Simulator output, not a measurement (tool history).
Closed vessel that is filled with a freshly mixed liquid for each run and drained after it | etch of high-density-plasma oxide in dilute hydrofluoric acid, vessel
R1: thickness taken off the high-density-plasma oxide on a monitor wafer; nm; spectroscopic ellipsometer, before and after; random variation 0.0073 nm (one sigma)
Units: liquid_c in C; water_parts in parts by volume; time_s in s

Run 1, hour 0.0: liquid_c 26.0 C, water_parts 265 parts by volume, time_s 105 s. Result: R1 2.4704 nm.
Run 2, hour 5.8: liquid_c 24.5 C, water_parts 275 parts by volume, time_s 105 s. Result: R1 2.2339 nm.
Run 3, hour 12.7: liquid_c 24.5 C, water_parts 330 parts by volume, time_s 105 s. Result: R1 1.7791 nm.
Run 4, hour 17.2: liquid_c 23.5 C, water_parts 330 parts by volume, time_s 105 s. Result: R1 1.7092 nm.
Run 5, hour 22.1: liquid_c 23.0 C, water_parts 330 parts by volume, time_s 105 s. Result: R1 1.6931 nm.
Run 6, hour 31.0: liquid_c 26.5 C, water_parts 330 parts by volume, time_s 105 s. Result: R1 1.9095 nm.
Run 7, hour 39.8: liquid_c 25.5 C, water_parts 330 parts by volume, time_s 105 s. Result: R1 1.8369 nm.
Run 8, hour 42.8: liquid_c 24.5 C, water_parts 330 parts by volume, time_s 105 s. Result: R1 1.7789 nm.
Run 9, hour 46.3: liquid_c 23.5 C, water_parts 330 parts by volume, time_s 105 s. Result: R1 1.7169 nm.
Run 10, hour 49.8: liquid_c 23.0 C, water_parts 330 parts by volume, time_s 105 s. Result: R1 1.6858 nm.
Run 11, hour 53.7: liquid_c 22.5 C, water_parts 330 parts by volume, time_s 105 s. Result: R1 1.6682 nm.
Run 12, hour 61.9: liquid_c 22.0 C, water_parts 330 parts by volume, time_s 105 s. Result: R1 1.6091 nm.
At hour 70.8: thermometer replaced.
Run 13, hour 70.8: liquid_c 20.0 C, water_parts 330 parts by volume, time_s 105 s. Result: R1 1.6194 nm.

Forecast run 14:
Run 14, hour 78.8: liquid_c 19.5 C, water_parts 330 parts by volume, time_s 105 s. Result: R1 ?.

Run 14 gave R1 1.5843 nm.
